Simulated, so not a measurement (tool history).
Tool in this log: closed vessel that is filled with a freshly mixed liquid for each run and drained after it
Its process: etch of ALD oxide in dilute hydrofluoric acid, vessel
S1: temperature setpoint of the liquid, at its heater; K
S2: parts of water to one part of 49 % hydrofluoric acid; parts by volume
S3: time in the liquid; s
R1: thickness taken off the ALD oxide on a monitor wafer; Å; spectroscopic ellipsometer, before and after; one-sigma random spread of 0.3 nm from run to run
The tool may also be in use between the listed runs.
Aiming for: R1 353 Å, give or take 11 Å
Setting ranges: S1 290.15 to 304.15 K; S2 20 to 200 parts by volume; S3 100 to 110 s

run  hour      S1   S2   S3      R1
  1     0  296.15  110  100  208.41
  2   2.6  298.15  105  100  237.68
  3     4  298.15  140  100  170.41
  4  12.8  298.15  140  110  185.29
  5  17.4  299.65  130  110  215.04
  6  25.1  300.65  120  110  244.72
  7  30.9  304.15   90  110  393.35
  8    32  303.65   90  110  383.53
  9  35.1  303.15   90  110  378.34
 10  40.7  302.65   90  110  370.06
 11  41.7  302.65   90  110  371.97
     42.9  -- hydrofluoric acid flow meter replaced
 12  42.9  302.15   90  110  381.57
 13  50.1  301.65   90  110  377.36
 14  58.4  301.15   90  110  371.51

Which of these 5 next moves meets every target?
  A  66.7  300.65  100  110   ?
  B  66.7  297.15   75  110   ?
  C  66.7  300.15   85  110   ?
  D  66.7  302.15   85  105   ?
  E  66.7  298.15   85  110   ?

move      R1
   A  320.58
   B  384.78
   C  377.45
   D  389.27
   E  348.88
A: takes the result that was furthest off past its target
B: its largest miss is bigger than the last run's
C: its largest miss is bigger than the last run's
D: its largest miss is bigger than the last run's
E: meets every target
Move E is the one to make.
